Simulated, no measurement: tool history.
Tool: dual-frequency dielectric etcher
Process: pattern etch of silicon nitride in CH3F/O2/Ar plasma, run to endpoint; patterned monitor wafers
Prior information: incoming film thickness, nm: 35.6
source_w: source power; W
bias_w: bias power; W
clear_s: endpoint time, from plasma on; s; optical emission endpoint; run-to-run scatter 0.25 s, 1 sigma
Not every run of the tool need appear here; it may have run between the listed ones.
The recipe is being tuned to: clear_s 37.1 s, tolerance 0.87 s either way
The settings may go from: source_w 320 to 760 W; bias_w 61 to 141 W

{"run": 1, "day": 0.0, "source_w": 540, "bias_w": 101, "clear_s": 43.547}
{"run": 2, "day": 0.312, "source_w": 540, "bias_w": 93, "clear_s": 44.633}
{"run": 3, "day": 0.375, "source_w": 540, "bias_w": 85, "clear_s": 46.225}
{"run": 4, "day": 0.746, "source_w": 540, "bias_w": 73, "clear_s": 48.747}
{"run": 5, "day": 0.996, "source_w": 540, "bias_w": 65, "clear_s": 49.896}
{"run": 6, "day": 1.338, "source_w": 540, "bias_w": 61, "clear_s": 51.485}
{"run": 7, "day": 1.562, "source_w": 580, "bias_w": 69, "clear_s": 47.405}
{"run": 8, "day": 1.721, "source_w": 620, "bias_w": 73, "clear_s": 44.525}
{"run": 9, "day": 1.804, "source_w": 650, "bias_w": 75, "clear_s": 43.565}
{"run": 10, "day": 1.871, "source_w": 670, "bias_w": 78, "clear_s": 42.168}

Exercise: of the 4 proposed moves below, exactly one satisfies all targets within the stated allowed misses. Which move is it?
{"run": "A", "day": 1.938, "source_w": 650, "bias_w": 61, "clear_s": "?"}
{"run": "B", "day": 1.938, "source_w": 710, "bias_w": 82, "clear_s": "?"}
{"run": "C", "day": 1.938, "source_w": 760, "bias_w": 77, "clear_s": "?"}
{"run": "D", "day": 1.938, "source_w": 760, "bias_w": 93, "clear_s": "?"}

move=A clear_s=45.988
move=B clear_s=40.23
move=C clear_s=39.603
move=D clear_s=37.369
A: lands further from the targets than the last run did
B: an improvement on the last run, though not all results are within tolerance
C: an improvement on the last run, though not all results are within tolerance
D: meets every target
The move that meets every target is D.
